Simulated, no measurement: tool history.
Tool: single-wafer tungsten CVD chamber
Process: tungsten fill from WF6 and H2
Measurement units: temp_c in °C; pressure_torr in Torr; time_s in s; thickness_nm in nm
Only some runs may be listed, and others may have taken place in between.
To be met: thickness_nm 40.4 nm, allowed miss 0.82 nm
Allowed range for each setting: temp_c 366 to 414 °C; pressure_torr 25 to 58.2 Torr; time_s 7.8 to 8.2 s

run 1 day=0 | temp_c=390 pressure_torr=41.6 time_s=8.2 | thickness_nm=26.842
run 2 day=0.138 | temp_c=390 pressure_torr=41.6 time_s=8.2 | thickness_nm=26.847
run 3 day=0.454 | temp_c=396 pressure_torr=41.8 time_s=8.2 | thickness_nm=30.622
run 4 day=0.808 | temp_c=400 pressure_torr=41.9 time_s=8.2 | thickness_nm=33.362
run 5 day=0.9 | temp_c=400 pressure_torr=41.9 time_s=8.2 | thickness_nm=32.856
run 6 day=0.942 | temp_c=400 pressure_torr=38.9 time_s=8.2 | thickness_nm=31.823
run 7 day=0.975 | temp_c=403 pressure_torr=39 time_s=8.2 | thickness_nm=33.682
run 8 day=1.225 | temp_c=406 pressure_torr=39.1 time_s=8.2 | thickness_nm=35.924
run 9 day=1.442 | temp_c=408 pressure_torr=39.2 time_s=8.2 | thickness_nm=37.26
run 10 day=1.508 | temp_c=409 pressure_torr=39.2 time_s=8.2 | thickness_nm=37.857
run 11 day=1.762 | temp_c=410 pressure_torr=39.2 time_s=8.2 | thickness_nm=38.985
run 12 day=2.029 | temp_c=411 pressure_torr=39.2 time_s=8.2 | thickness_nm=39.349

Consider the 4 candidate settings below. Which is the only one whose results all fall within their allowed miss of target?
run A day=2.296 | temp_c=412 pressure_torr=44.3 time_s=8.2 | thickness_nm=?
run B day=2.296 | temp_c=412 pressure_torr=40.4 time_s=7.8 | thickness_nm=?
run C day=2.296 | temp_c=408 pressure_torr=45 time_s=8.2 | thickness_nm=?
run D day=2.296 | temp_c=410 pressure_torr=40.5 time_s=8.2 | thickness_nm=?

move=A thickness_nm=42.901
move=B thickness_nm=38.713
move=C thickness_nm=40.268
move=D thickness_nm=39.34
A: moves the result that the last run missed by most past its target, out the other side
B: the biggest miss grows against the last run
C: all results in spec
D: roughly where the last run was
C is the move that brings every result within its allowed miss.
